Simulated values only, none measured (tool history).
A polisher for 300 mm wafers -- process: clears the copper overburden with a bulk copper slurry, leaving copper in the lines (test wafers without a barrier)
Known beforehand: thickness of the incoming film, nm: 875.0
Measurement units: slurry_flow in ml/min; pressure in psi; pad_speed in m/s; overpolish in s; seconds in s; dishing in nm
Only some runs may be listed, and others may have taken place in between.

run  hour  slurry_flow  pressure  pad_speed  slurry_solids  overpolish  seconds  dishing
  1   0.0          225       1.8       1.30            1.0          19   154.81   68.199
  2   7.2          260       1.8       1.30            1.0          19   154.10   71.156
  3   9.3          260       1.4       1.30            1.0          19   187.94   59.375
  4  10.5          260       1.4       1.28            1.0          20   194.78   60.383
  5  13.4          260       1.4       1.46            1.0          20   174.89   65.399
  6  18.3          260       1.4       1.46            1.1          20   167.22   68.499
  7  20.9          260       1.3       1.46            1.1          21   177.53   68.111

Run 8 has not been measured yet. What should we expect?
  8  21.5          260       1.2       1.46            1.1          22        ?        ?

{"run 8": {"seconds": 189.6, "dishing": 64.805}}
